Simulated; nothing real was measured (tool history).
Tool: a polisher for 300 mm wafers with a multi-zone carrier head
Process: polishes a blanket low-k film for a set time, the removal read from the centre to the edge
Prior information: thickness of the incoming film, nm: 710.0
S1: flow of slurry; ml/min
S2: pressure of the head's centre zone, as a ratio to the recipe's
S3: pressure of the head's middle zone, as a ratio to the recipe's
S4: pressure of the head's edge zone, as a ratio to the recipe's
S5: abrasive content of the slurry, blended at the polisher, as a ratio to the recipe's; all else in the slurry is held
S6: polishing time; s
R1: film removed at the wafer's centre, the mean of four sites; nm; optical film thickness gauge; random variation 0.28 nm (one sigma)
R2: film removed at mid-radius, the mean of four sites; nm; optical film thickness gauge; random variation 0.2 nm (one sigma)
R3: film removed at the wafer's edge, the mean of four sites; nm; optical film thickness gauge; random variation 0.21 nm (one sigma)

run	day	S1	S2	S3	S4	S5	S6	R1	R2	R3
1	0	205	1	1	1	1	57	30.155	29.215	30.358
2	0.175	210	1.01	0.99	1.01	1	57	30.051	29.085	30.194
3	0.342	210	1.01	0.99	1.01	1	66	35.134	33.904	35.857
4	0.621	205	1.01	0.97	1	1	66	34.749	32.974	35.448
5	0.829	205	1.01	0.97	1.06	1	66	34.423	33.209	35.999
6	1.104	200	1.02	0.96	1.04	1	66	35.625	32.917	35.494
7	1.175	195	1.02	0.95	1.03	1	66	35.433	32.277	35.829

For run 8, what comes out?
8	1.288	195	1.02	0.94	1.02	1	66	?	?	?

R1: 35.034 nm
R2: 31.679 nm
R3: 35.937 nm
